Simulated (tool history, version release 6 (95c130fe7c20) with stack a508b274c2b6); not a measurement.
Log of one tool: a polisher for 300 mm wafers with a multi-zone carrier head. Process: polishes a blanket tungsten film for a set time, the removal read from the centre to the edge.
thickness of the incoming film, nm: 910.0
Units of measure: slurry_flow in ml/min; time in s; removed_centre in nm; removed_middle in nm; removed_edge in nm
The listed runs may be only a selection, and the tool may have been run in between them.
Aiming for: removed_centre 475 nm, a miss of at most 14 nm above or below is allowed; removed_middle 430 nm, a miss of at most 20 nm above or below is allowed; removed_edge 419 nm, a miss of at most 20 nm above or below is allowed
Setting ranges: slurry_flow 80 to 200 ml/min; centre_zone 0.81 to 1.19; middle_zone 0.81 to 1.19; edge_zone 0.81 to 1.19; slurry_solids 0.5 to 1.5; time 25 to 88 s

run,day,slurry_flow,centre_zone,middle_zone,edge_zone,slurry_solids,time,removed_centre,removed_middle,removed_edge
1,0,130,1,1,1,1,56,337.55,332.15,342.28
2,0.204,145,1.05,1.03,1.03,1.1,56,370.98,357.66,353.64
3,0.5,150,1.07,1.03,1.05,1.25,57,402.74,387.14,381.58
4,0.717,170,1.07,1.03,1.05,1.25,57,410.18,392.18,385.25
5,0.95,170,1.1,1.04,1.07,1.3,57,427.33,397.1,391.52
6,1.238,150,1.1,1.04,1.07,1.3,57,418.04,386.82,377.11
7,1.358,160,1.11,1.04,1.08,1.35,57,433.71,396.12,386.23
8,1.667,165,1.11,1.04,1.09,1.4,57,439.14,397.39,400.14
9,1.888,170,1.12,1.05,1.09,1.45,57,447.83,409.38,401.21
10,2.038,175,1.13,1.05,1.1,1.45,57,453.39,425.17,404.98
11,2.188,180,1.14,1.04,1.11,1.45,57,461.2,413.54,411.77

Exactly one of the 5 candidate moves below puts every result within its allowed miss. Which one?
A,2.338,185,1.19,0.91,1.04,1.45,56,?,?,?
B,2.338,170,1.17,1.09,1.14,1.5,57,?,?,?
C,2.338,180,1.18,1.14,1.09,1.45,54,?,?,?
D,2.338,170,1.19,1.02,1.09,1.45,56,?,?,?
E,2.338,185,1.14,1.07,1.19,1.5,54,?,?,?

move,removed_centre,removed_middle,removed_edge
A,474.6,358.59,392.8
B,473.44,423.76,417.72
C,452.58,416.84,385.4
D,468.63,389.89,397.94
E,442.79,399.96,408.26
A: the worst result of the last run now meets its target, but another is out of spec
B: in spec on every target
C: moves away from the targets compared with the last run
D: the worst result of the last run now meets its target, but another is out of spec
E: moves away from the targets compared with the last run
So the answer is move B, the one that meets all the targets.

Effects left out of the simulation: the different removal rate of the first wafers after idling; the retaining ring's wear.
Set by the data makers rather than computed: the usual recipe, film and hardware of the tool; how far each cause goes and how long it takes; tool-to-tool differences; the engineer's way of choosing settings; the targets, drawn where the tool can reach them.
